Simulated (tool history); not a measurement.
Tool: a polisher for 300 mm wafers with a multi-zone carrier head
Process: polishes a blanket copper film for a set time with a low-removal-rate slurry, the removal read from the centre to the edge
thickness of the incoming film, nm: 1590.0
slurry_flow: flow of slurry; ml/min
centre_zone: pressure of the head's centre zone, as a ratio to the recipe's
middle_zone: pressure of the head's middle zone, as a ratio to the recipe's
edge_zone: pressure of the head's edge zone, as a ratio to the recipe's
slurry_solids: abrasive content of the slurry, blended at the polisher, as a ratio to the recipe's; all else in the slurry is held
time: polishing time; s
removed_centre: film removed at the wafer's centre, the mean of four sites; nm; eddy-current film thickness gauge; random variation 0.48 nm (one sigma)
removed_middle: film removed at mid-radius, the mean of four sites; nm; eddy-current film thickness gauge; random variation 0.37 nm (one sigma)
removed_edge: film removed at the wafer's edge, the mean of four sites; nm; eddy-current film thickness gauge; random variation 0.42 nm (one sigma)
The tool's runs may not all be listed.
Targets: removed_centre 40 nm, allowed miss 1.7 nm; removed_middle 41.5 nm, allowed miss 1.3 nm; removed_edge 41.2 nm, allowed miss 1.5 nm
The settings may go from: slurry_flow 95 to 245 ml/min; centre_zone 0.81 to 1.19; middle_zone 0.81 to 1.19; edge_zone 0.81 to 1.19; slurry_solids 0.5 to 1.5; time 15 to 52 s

run 1 hour=0 | slurry_flow=155 centre_zone=1 middle_zone=1 edge_zone=1 slurry_solids=1 time=33 | removed_centre=60.977 removed_middle=60.638 removed_edge=61.339
run 2 hour=8.5 | slurry_flow=180 centre_zone=1 middle_zone=1 edge_zone=1 slurry_solids=1 time=33 | removed_centre=62.67 removed_middle=62.47 removed_edge=62.366
run 3 hour=10.6 | slurry_flow=175 centre_zone=0.98 middle_zone=0.98 edge_zone=0.96 slurry_solids=0.85 time=31 | removed_centre=55.759 removed_middle=54.954 removed_edge=56.54
run 4 hour=11.4 | slurry_flow=175 centre_zone=0.91 middle_zone=0.98 edge_zone=0.96 slurry_solids=0.85 time=31 | removed_centre=53.188 removed_middle=55.233 removed_edge=57.025
run 5 hour=12.7 | slurry_flow=155 centre_zone=0.91 middle_zone=0.98 edge_zone=0.96 slurry_solids=0.85 time=31 | removed_centre=49.524 removed_middle=53.695 removed_edge=55.136
run 6 hour=18 | slurry_flow=145 centre_zone=0.93 middle_zone=0.98 edge_zone=0.92 slurry_solids=0.75 time=30 | removed_centre=48.13 removed_middle=50.925 removed_edge=51.688
run 7 hour=18.7 | slurry_flow=140 centre_zone=0.94 middle_zone=0.98 edge_zone=0.9 slurry_solids=0.7 time=29 | removed_centre=45.726 removed_middle=48.166 removed_edge=48.055
run 8 hour=24.4 | slurry_flow=130 centre_zone=0.94 middle_zone=0.97 edge_zone=0.88 slurry_solids=0.65 time=29 | removed_centre=45.323 removed_middle=46.686 removed_edge=46.774
run 9 hour=25.2 | slurry_flow=125 centre_zone=0.93 middle_zone=0.97 edge_zone=0.86 slurry_solids=0.6 time=29 | removed_centre=43.247 removed_middle=45.575 removed_edge=44.879
run 10 hour=33.9 | slurry_flow=120 centre_zone=0.93 middle_zone=0.96 edge_zone=0.85 slurry_solids=0.55 time=29 | removed_centre=42.042 removed_middle=44.657 removed_edge=44.225
run 11 hour=38.2 | slurry_flow=115 centre_zone=0.93 middle_zone=0.95 edge_zone=0.84 slurry_solids=0.55 time=29 | removed_centre=42.231 removed_middle=42.889 removed_edge=42.522
run 12 hour=42 | slurry_flow=110 centre_zone=0.92 middle_zone=0.95 edge_zone=0.84 slurry_solids=0.55 time=29 | removed_centre=40.557 removed_middle=42.252 removed_edge=43.466
run 13 hour=48.1 | slurry_flow=110 centre_zone=0.92 middle_zone=0.95 edge_zone=0.83 slurry_solids=0.55 time=29 | removed_centre=40.052 removed_middle=42.745 removed_edge=44.006
run 14 hour=49.7 | slurry_flow=110 centre_zone=0.93 middle_zone=0.95 edge_zone=0.83 slurry_solids=0.55 time=29 | removed_centre=41.478 removed_middle=42.905 removed_edge=42.386

5 next moves are on the table. One of them brings every result within its allowed miss. Which?
run A hour=51.3 | slurry_flow=110 centre_zone=0.97 middle_zone=1.08 edge_zone=0.81 slurry_solids=0.6 time=29 | removed_centre=? removed_middle=? removed_edge=?
run B hour=51.3 | slurry_flow=105 centre_zone=0.93 middle_zone=0.94 edge_zone=0.81 slurry_solids=0.65 time=28 | removed_centre=? removed_middle=? removed_edge=?
run C hour=51.3 | slurry_flow=125 centre_zone=1 middle_zone=0.95 edge_zone=0.81 slurry_solids=0.55 time=27 | removed_centre=? removed_middle=? removed_edge=?
run D hour=51.3 | slurry_flow=100 centre_zone=0.93 middle_zone=0.98 edge_zone=0.81 slurry_solids=0.55 time=31 | removed_centre=? removed_middle=? removed_edge=?
run E hour=51.3 | slurry_flow=110 centre_zone=0.9 middle_zone=0.95 edge_zone=0.81 slurry_solids=0.6 time=30 | removed_centre=? removed_middle=? removed_edge=?

move=A removed_centre=43.256 removed_middle=47.842 removed_edge=43.262
move=B removed_centre=39.769 removed_middle=40.953 removed_edge=41.907
move=C removed_centre=42.731 removed_middle=40.932 removed_edge=40.876
move=D removed_centre=42.236 removed_middle=45.145 removed_edge=44.822
move=E removed_centre=41.455 removed_middle=44.42 removed_edge=44.831
A: further off than the last run
B: meets every target
C: brings the result that was furthest off to its target, and leaves another outside
D: further off than the last run
E: further off than the last run
Move B is the one to make.

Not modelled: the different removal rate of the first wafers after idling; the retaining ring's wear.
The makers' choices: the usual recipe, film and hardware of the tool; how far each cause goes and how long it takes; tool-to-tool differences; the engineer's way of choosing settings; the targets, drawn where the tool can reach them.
